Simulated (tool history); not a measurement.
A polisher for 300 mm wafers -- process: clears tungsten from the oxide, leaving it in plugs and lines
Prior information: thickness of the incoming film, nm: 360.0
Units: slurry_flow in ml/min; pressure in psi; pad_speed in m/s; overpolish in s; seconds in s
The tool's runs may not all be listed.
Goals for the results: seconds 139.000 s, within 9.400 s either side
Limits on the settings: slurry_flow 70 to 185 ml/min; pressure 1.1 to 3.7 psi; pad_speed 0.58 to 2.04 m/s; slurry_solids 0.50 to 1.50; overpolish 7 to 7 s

Run 1, hour 0.0: slurry_flow 120 ml/min, pressure 2.4 psi, pad_speed 1.30 m/s, slurry_solids 1.00, overpolish 7 s. Result: seconds 100.350 s.
Run 2, hour 4.4: slurry_flow 130 ml/min, pressure 2.4 psi, pad_speed 1.30 m/s, slurry_solids 1.00, overpolish 7 s. Result: seconds 95.449 s.
Run 3, hour 11.5: slurry_flow 130 ml/min, pressure 2.0 psi, pad_speed 1.30 m/s, slurry_solids 1.00, overpolish 7 s. Result: seconds 117.690 s.
Run 4, hour 20.5: slurry_flow 130 ml/min, pressure 2.0 psi, pad_speed 1.30 m/s, slurry_solids 1.20, overpolish 7 s. Result: seconds 111.780 s.
Run 5, hour 26.0: slurry_flow 130 ml/min, pressure 2.0 psi, pad_speed 1.30 m/s, slurry_solids 1.35, overpolish 7 s. Result: seconds 104.050 s.
Run 6, hour 28.4: slurry_flow 130 ml/min, pressure 2.2 psi, pad_speed 1.30 m/s, slurry_solids 1.35, overpolish 7 s. Result: seconds 94.005 s.
Run 7, hour 32.4: slurry_flow 130 ml/min, pressure 2.1 psi, pad_speed 1.28 m/s, slurry_solids 1.35, overpolish 7 s. Result: seconds 105.960 s.
Run 8, hour 37.9: slurry_flow 130 ml/min, pressure 2.0 psi, pad_speed 1.28 m/s, slurry_solids 1.35, overpolish 7 s. Result: seconds 110.910 s.
Run 9, hour 44.4: slurry_flow 130 ml/min, pressure 1.9 psi, pad_speed 1.28 m/s, slurry_solids 1.35, overpolish 7 s. Result: seconds 112.600 s.
Run 10, hour 49.3: slurry_flow 130 ml/min, pressure 1.3 psi, pad_speed 1.22 m/s, slurry_solids 1.35, overpolish 7 s. Result: seconds 173.710 s.
Run 11, hour 57.6: slurry_flow 130 ml/min, pressure 1.4 psi, pad_speed 1.22 m/s, slurry_solids 1.35, overpolish 7 s. Result: seconds 162.600 s.
Run 12, hour 65.0: slurry_flow 135 ml/min, pressure 1.5 psi, pad_speed 1.22 m/s, slurry_solids 1.35, overpolish 7 s. Result: seconds 151.300 s.

Consider the 5 candidate settings below. Which is the only one whose results all fall within their allowed miss of target?
Run A, hour 72.4: slurry_flow 170 ml/min, pressure 1.8 psi, pad_speed 1.08 m/s, slurry_solids 1.20, overpolish 7 s. Result: seconds ?.
Run B, hour 72.4: slurry_flow 145 ml/min, pressure 1.8 psi, pad_speed 1.04 m/s, slurry_solids 0.95, overpolish 7 s. Result: seconds ?.
Run C, hour 72.4: slurry_flow 140 ml/min, pressure 1.7 psi, pad_speed 1.52 m/s, slurry_solids 1.15, overpolish 7 s. Result: seconds ?.
Run D, hour 72.4: slurry_flow 115 ml/min, pressure 1.5 psi, pad_speed 1.14 m/s, slurry_solids 1.25, overpolish 7 s. Result: seconds ?.
Run E, hour 72.4: slurry_flow 140 ml/min, pressure 1.4 psi, pad_speed 1.20 m/s, slurry_solids 1.45, overpolish 7 s. Result: seconds ?.

move  seconds
   A  138.420
   B  155.980
   C  109.190
   D  164.380
   E  155.680
A: in spec on every target
B: moves away from the targets compared with the last run
C: takes the result that was furthest off past its target
D: moves away from the targets compared with the last run
E: moves away from the targets compared with the last run
A meets every target.
